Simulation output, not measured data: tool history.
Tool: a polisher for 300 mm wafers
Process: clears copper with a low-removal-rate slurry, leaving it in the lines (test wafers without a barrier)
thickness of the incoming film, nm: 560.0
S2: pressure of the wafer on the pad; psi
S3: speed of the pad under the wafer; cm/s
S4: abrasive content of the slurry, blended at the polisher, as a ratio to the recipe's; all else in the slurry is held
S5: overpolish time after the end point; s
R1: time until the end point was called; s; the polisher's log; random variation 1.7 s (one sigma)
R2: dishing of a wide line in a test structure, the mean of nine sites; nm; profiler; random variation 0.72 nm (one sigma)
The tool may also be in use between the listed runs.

run 1 hour=0 | flow_of_slurry_(ml/min)=125 S2=4 S3=142 S4=1 S5=10 | R1=119 R2=29.964
run 2 hour=8.7 | flow_of_slurry_(ml/min)=125 S2=4 S3=142 S4=0.9 S5=10 | R1=127.05 R2=29.384
run 3 hour=17.7 | flow_of_slurry_(ml/min)=125 S2=4.2 S3=142 S4=0.9 S5=10 | R1=117.97 R2=30.606
run 4 hour=24.3 | flow_of_slurry_(ml/min)=125 S2=4.2 S3=142 S4=0.75 S5=10 | R1=120.48 R2=29.203
run 5 hour=26.4 | flow_of_slurry_(ml/min)=125 S2=4.2 S3=112 S4=0.75 S5=10 | R1=148.7 R2=24.99
run 6 hour=31.2 | flow_of_slurry_(ml/min)=125 S2=4.2 S3=86 S4=0.75 S5=10 | R1=177.54 R2=21.565
-- hour=35.9 worn pad replaced by a new one
run 7 hour=35.9 | flow_of_slurry_(ml/min)=125 S2=4.4 S3=92 S4=0.75 S5=11 | R1=145.66 R2=28.398
run 8 hour=43.1 | flow_of_slurry_(ml/min)=125 S2=4.5 S3=92 S4=0.75 S5=11 | R1=142.92 R2=28.201
run 9 hour=51.1 | flow_of_slurry_(ml/min)=125 S2=4.6 S3=92 S4=0.75 S5=11 | R1=136.88 R2=29.239
run 10 hour=56 | flow_of_slurry_(ml/min)=125 S2=4.7 S3=92 S4=0.75 S5=11 | R1=140.6 R2=29.241

Run 11 comes next. What will it give?
run 11 hour=64 | flow_of_slurry_(ml/min)=125 S2=4.8 S3=94 S4=0.75 S5=11 | R1=? R2=?

Run 11 gave R1 127.67 s, R2 30.697 nm.
